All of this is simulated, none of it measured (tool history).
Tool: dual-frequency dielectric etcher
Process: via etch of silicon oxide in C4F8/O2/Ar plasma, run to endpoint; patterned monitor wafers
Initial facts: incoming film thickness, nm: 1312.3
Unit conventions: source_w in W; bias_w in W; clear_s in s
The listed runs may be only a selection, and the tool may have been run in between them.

run 1 hour=0.0 | source_w=2210 bias_w=1844 | clear_s=226.76
run 2 hour=8.1 | source_w=2360 bias_w=1844 | clear_s=218.33
run 3 hour=11.3 | source_w=2570 bias_w=1844 | clear_s=214.96
run 4 hour=14.4 | source_w=2410 bias_w=1844 | clear_s=220.35
run 5 hour=20.4 | source_w=2410 bias_w=1513 | clear_s=236.71
run 6 hour=22.0 | source_w=2410 bias_w=1354 | clear_s=239.69

Run 7 has not been measured yet. What should we expect?
run 7 hour=28.4 | source_w=2120 bias_w=1274 | clear_s=?

{"run 7": {"clear_s": 267.28}}
